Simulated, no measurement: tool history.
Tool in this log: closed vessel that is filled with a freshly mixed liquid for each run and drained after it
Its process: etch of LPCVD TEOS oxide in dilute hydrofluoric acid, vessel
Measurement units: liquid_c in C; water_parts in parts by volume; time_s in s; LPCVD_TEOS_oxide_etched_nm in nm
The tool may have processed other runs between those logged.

{"run": 1, "hour": 0.0, "liquid_c": 21, "water_parts": 75, "time_s": 30, "LPCVD_TEOS_oxide_etched_nm": 16.39}
{"run": 2, "hour": 8.2, "liquid_c": 21, "water_parts": 60, "time_s": 30, "LPCVD_TEOS_oxide_etched_nm": 20.932}
{"run": 3, "hour": 10.2, "liquid_c": 20.5, "water_parts": 65, "time_s": 30, "LPCVD_TEOS_oxide_etched_nm": 18.753}
{"run": 4, "hour": 14.3, "liquid_c": 20, "water_parts": 70, "time_s": 30, "LPCVD_TEOS_oxide_etched_nm": 17.018}
{"run": 5, "hour": 19.7, "liquid_c": 20, "water_parts": 70, "time_s": 30, "LPCVD_TEOS_oxide_etched_nm": 16.951}
{"hour": 23.6, "done": "thermometer replaced"}
{"run": 6, "hour": 23.6, "liquid_c": 19.5, "water_parts": 75, "time_s": 30, "LPCVD_TEOS_oxide_etched_nm": 14.801}
{"run": 7, "hour": 28.2, "liquid_c": 19, "water_parts": 75, "time_s": 30, "LPCVD_TEOS_oxide_etched_nm": 14.326}

Run 8, settings as shown, results not yet in. Your forecast:
{"run": 8, "hour": 36.9, "liquid_c": 18.5, "water_parts": 75, "time_s": 30, "LPCVD_TEOS_oxide_etched_nm": "?"}

Run 8 produced LPCVD_TEOS_oxide_etched_nm 14.2 nm.

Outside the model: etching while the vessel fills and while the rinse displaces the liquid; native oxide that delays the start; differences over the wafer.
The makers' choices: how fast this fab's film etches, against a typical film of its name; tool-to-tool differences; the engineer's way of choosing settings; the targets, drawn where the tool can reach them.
